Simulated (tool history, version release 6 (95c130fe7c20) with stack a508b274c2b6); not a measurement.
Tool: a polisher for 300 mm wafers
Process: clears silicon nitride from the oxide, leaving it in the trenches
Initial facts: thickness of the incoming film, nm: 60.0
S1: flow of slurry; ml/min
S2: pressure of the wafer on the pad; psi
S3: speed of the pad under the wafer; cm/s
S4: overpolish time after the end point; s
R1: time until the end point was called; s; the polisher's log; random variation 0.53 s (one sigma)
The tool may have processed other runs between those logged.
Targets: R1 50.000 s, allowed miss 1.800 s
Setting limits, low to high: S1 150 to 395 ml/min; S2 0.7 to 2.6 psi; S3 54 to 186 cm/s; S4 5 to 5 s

run,day,S1,S2,S3,S4,R1
1,0.000,250,1.6,118,5,86.607
2,0.267,250,1.6,108,5,94.617
3,0.479,250,1.9,108,5,82.235
4,0.567,250,2.1,114,5,70.182
5,0.804,310,2.1,114,5,67.689
6,1.138,255,2.1,114,5,71.132
7,1.292,270,2.2,116,5,64.871
8,1.517,280,2.6,118,5,55.561
9,1.775,280,2.6,118,5,54.624
10,2.108,285,2.6,120,5,54.216

Exercise: of the 4 proposed moves below, exactly one satisfies all targets within the stated allowed misses. Which move is it?
A,2.442,315,2.6,130,5,?
B,2.442,200,2.6,110,5,?
C,2.442,220,2.2,134,5,?
D,2.442,315,2.6,136,5,?

move,R1
A,49.712
B,61.293
C,58.689
D,47.576
A: meets every target
B: its largest miss is bigger than the last run's
C: its largest miss is bigger than the last run's
D: takes the result that was furthest off past its target
Correct choice: A, which meets every target
